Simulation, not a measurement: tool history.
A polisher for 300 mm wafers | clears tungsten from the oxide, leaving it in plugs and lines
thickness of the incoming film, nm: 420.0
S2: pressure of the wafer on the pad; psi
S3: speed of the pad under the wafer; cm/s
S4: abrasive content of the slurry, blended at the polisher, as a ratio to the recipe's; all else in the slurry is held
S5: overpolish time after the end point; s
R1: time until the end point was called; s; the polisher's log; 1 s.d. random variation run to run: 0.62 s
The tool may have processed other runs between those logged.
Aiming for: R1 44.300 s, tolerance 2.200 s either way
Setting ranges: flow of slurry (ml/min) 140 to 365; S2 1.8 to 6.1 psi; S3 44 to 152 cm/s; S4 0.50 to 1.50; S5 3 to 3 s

run 1 hour=0.0 | flow_of_slurry_(ml/min)=235 S2=3.9 S3=98 S4=1.00 S5=3 | R1=66.672
run 2 hour=5.4 | flow_of_slurry_(ml/min)=235 S2=4.3 S3=98 S4=1.00 S5=3 | R1=61.341
run 3 hour=6.3 | flow_of_slurry_(ml/min)=235 S2=4.6 S3=98 S4=1.00 S5=3 | R1=58.434
run 4 hour=8.1 | flow_of_slurry_(ml/min)=235 S2=5.1 S3=98 S4=1.00 S5=3 | R1=52.569
run 5 hour=15.2 | flow_of_slurry_(ml/min)=235 S2=5.3 S3=98 S4=1.00 S5=3 | R1=51.986
run 6 hour=23.0 | flow_of_slurry_(ml/min)=235 S2=5.5 S3=98 S4=1.00 S5=3 | R1=49.666
run 7 hour=28.2 | flow_of_slurry_(ml/min)=235 S2=5.6 S3=98 S4=1.00 S5=3 | R1=48.903
run 8 hour=33.2 | flow_of_slurry_(ml/min)=235 S2=5.7 S3=98 S4=1.00 S5=3 | R1=47.854

Which one of the following 4 next-run settings gets every result inside its allowed miss? There is exactly one.
run A hour=38.2 | flow_of_slurry_(ml/min)=205 S2=5.9 S3=124 S4=0.95 S5=3 | R1=?
run B hour=38.2 | flow_of_slurry_(ml/min)=240 S2=6.1 S3=132 S4=0.60 S5=3 | R1=?
run C hour=38.2 | flow_of_slurry_(ml/min)=230 S2=5.4 S3=96 S4=0.95 S5=3 | R1=?
run D hour=38.2 | flow_of_slurry_(ml/min)=255 S2=6.1 S3=94 S4=1.15 S5=3 | R1=?

move=A R1=38.364
move=B R1=38.698
move=C R1=51.922
move=D R1=44.615
A: moves the result that the last run missed by most past its target, out the other side
B: moves the result that the last run missed by most past its target, out the other side
C: its largest miss is bigger than the last run's
D: all results in spec
The right move is D.
